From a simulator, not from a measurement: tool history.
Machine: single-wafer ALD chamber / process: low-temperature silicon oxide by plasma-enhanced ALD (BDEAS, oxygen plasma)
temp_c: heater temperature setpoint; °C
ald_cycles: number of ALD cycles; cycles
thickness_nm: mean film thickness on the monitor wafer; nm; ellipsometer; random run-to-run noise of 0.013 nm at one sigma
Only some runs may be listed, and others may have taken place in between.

run	day	temp_c	ald_cycles	thickness_nm
1	0.000	110	34	5.0266
2	0.162	110	36	5.3276
3	0.196	110	35	5.2118
4	0.288	110	34	5.0463
5	0.538	103	34	5.1118
6	0.750	104	33	4.9458
7	0.812	105	32	4.7897
8	0.954	105	32	4.7945

Forecast run 9:
9	1.250	105	32	?

thickness_nm: 4.7767 nm
